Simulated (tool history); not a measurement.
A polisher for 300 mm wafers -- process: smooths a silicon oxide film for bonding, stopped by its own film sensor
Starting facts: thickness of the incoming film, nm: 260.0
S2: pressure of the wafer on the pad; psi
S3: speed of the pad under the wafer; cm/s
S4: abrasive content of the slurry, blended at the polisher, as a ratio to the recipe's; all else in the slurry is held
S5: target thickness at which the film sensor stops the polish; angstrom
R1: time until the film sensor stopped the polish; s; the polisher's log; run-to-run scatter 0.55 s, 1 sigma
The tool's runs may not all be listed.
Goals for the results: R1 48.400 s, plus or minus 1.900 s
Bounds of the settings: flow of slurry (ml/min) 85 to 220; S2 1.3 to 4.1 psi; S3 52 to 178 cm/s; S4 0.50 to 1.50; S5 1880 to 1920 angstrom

run 1 hour=0.0 | flow_of_slurry_(ml/min)=140 S2=2.7 S3=114 S4=1.00 S5=1920 | R1=68.724
run 2 hour=1.4 | flow_of_slurry_(ml/min)=140 S2=2.8 S3=114 S4=1.00 S5=1920 | R1=67.573
run 3 hour=8.5 | flow_of_slurry_(ml/min)=140 S2=2.8 S3=114 S4=1.15 S5=1920 | R1=62.752
run 4 hour=11.3 | flow_of_slurry_(ml/min)=125 S2=2.8 S3=114 S4=1.15 S5=1920 | R1=63.195
run 5 hour=12.8 | flow_of_slurry_(ml/min)=125 S2=2.9 S3=114 S4=1.15 S5=1920 | R1=60.387
run 6 hour=16.9 | flow_of_slurry_(ml/min)=125 S2=3.0 S3=114 S4=1.15 S5=1920 | R1=59.989
run 7 hour=23.9 | flow_of_slurry_(ml/min)=125 S2=3.1 S3=114 S4=1.15 S5=1920 | R1=56.984
run 8 hour=28.0 | flow_of_slurry_(ml/min)=125 S2=3.2 S3=114 S4=1.15 S5=1920 | R1=56.548
run 9 hour=31.0 | flow_of_slurry_(ml/min)=125 S2=3.3 S3=114 S4=1.15 S5=1920 | R1=53.943
run 10 hour=31.5 | flow_of_slurry_(ml/min)=125 S2=3.5 S3=114 S4=1.15 S5=1920 | R1=52.033

Of the 4 settings listed for the next run, only one would bring every result within its allowed miss of target. Which one?
run A hour=32.0 | flow_of_slurry_(ml/min)=145 S2=3.6 S3=98 S4=1.10 S5=1920 | R1=?
run B hour=32.0 | flow_of_slurry_(ml/min)=165 S2=3.5 S3=94 S4=1.15 S5=1900 | R1=?
run C hour=32.0 | flow_of_slurry_(ml/min)=105 S2=3.3 S3=136 S4=1.35 S5=1890 | R1=?
run D hour=32.0 | flow_of_slurry_(ml/min)=120 S2=3.7 S3=96 S4=1.05 S5=1920 | R1=?

move=A R1=56.791
move=B R1=59.283
move=C R1=48.495
move=D R1=60.088
A: lands further from the targets than the last run did
B: lands further from the targets than the last run did
C: all results land within tolerance of their targets
D: lands further from the targets than the last run did
The move that meets every target is C.
